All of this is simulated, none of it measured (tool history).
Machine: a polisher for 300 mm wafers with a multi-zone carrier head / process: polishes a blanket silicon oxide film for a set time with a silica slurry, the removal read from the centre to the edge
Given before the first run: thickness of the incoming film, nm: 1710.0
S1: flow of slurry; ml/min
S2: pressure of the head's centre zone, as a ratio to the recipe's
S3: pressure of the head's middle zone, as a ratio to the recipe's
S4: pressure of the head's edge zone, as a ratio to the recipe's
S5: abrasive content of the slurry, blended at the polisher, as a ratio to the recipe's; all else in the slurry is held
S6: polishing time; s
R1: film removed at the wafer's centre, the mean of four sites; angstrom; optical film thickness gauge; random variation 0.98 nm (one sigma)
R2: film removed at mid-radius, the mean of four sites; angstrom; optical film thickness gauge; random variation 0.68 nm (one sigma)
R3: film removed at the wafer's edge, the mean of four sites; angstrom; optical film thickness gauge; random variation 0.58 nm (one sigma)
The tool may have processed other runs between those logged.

run 1 day=0 | S1=275 S2=1 S3=1 S4=1 S5=1 S6=52 | R1=1232.4 R2=1254.9 R3=1230.8
run 2 day=0.246 | S1=275 S2=1 S3=1 S4=0.95 S5=1 S6=52 | R1=1267.7 R2=1248.2 R3=1194.1
run 3 day=0.312 | S1=275 S2=1 S3=1 S4=0.95 S5=1 S6=43 | R1=1037 R2=1039 R3=997.73
run 4 day=0.462 | S1=275 S2=0.96 S3=1.02 S4=0.94 S5=1 S6=43 | R1=991.17 R2=1052.4 R3=998.94
run 5 day=0.504 | S1=275 S2=0.94 S3=1.05 S4=0.92 S5=1 S6=43 | R1=985.59 R2=1080.3 R3=992.29
run 6 day=0.558 | S1=275 S2=0.94 S3=1.05 S4=0.92 S5=1 S6=50 | R1=1134.5 R2=1261.5 R3=1149.4
run 7 day=0.879 | S1=270 S2=0.92 S3=1.06 S4=0.9 S5=0.9 S6=50 | R1=1051.1 R2=1209.1 R3=1067.1
run 8 day=1.121 | S1=260 S2=0.9 S3=1.06 S4=0.88 S5=0.85 S6=50 | R1=1012 R2=1172.9 R3=1031.1
run 9 day=1.175 | S1=250 S2=0.88 S3=1.07 S4=0.87 S5=0.85 S6=50 | R1=982.89 R2=1185 R3=1036.6
run 10 day=1.517 | S1=250 S2=0.87 S3=1.07 S4=0.86 S5=0.8 S6=50 | R1=930.51 R2=1151.1 R3=999.9
run 11 day=1.733 | S1=245 S2=0.86 S3=1.07 S4=0.85 S5=0.8 S6=50 | R1=926.49 R2=1145.1 R3=980.54

Forecast run 12:
run 12 day=1.788 | S1=235 S2=0.85 S3=1.07 S4=0.84 S5=0.8 S6=50 | R1=? R2=? R3=?

Logged for run 12: R1 901.81 angstrom, R2 1128.2 angstrom, R3 978.52 angstrom.
